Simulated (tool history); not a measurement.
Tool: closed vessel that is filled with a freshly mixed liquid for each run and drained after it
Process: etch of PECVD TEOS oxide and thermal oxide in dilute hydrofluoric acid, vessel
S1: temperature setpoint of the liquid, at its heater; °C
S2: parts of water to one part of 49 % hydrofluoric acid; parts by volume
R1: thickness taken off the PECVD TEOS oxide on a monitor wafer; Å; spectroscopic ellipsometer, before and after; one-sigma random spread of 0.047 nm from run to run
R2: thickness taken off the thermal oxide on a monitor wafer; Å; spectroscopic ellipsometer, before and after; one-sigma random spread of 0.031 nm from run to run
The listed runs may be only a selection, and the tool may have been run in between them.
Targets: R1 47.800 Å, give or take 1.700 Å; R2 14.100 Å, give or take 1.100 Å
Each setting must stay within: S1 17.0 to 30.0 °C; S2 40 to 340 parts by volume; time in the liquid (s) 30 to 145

run 1 hour=0.0 | S1=22.0 S2=190 time_in_the_liquid_(s)=75 | R1=58.547 R2=17.208
run 2 hour=8.2 | S1=22.0 S2=190 time_in_the_liquid_(s)=50 | R1=39.169 R2=11.301
run 3 hour=13.0 | S1=22.0 S2=140 time_in_the_liquid_(s)=50 | R1=55.556 R2=17.022
run 4 hour=17.2 | S1=22.0 S2=100 time_in_the_liquid_(s)=50 | R1=80.276 R2=23.791
run 5 hour=22.7 | S1=21.0 S2=110 time_in_the_liquid_(s)=50 | R1=71.777 R2=21.040
run 6 hour=27.3 | S1=24.0 S2=110 time_in_the_liquid_(s)=50 | R1=79.973 R2=23.240
run 7 hour=33.9 | S1=20.0 S2=165 time_in_the_liquid_(s)=50 | R1=42.076 R2=12.610
run 8 hour=39.9 | S1=20.5 S2=165 time_in_the_liquid_(s)=50 | R1=43.448 R2=12.632
run 9 hour=47.1 | S1=21.0 S2=165 time_in_the_liquid_(s)=50 | R1=44.371 R2=13.483

Exactly one of the 5 candidate moves below puts every result within its allowed miss. Which one?
run A hour=54.3 | S1=19.5 S2=135 time_in_the_liquid_(s)=50 | R1=? R2=?
run B hour=54.3 | S1=20.0 S2=150 time_in_the_liquid_(s)=50 | R1=? R2=?
run C hour=54.3 | S1=20.0 S2=160 time_in_the_liquid_(s)=45 | R1=? R2=?
run D hour=54.3 | S1=19.0 S2=155 time_in_the_liquid_(s)=50 | R1=? R2=?
run E hour=54.3 | S1=21.0 S2=165 time_in_the_liquid_(s)=45 | R1=? R2=?

move=A R1=51.466 R2=16.137
move=B R1=46.522 R2=14.587
move=C R1=38.849 R2=12.181
move=D R1=43.038 R2=13.494
move=E R1=38.979 R2=12.222
A: takes the result that was furthest off past its target
B: hits every target within its allowed miss
C: lands further from the targets than the last run did
D: lands further from the targets than the last run did
E: lands further from the targets than the last run did
Move B is the one to make.
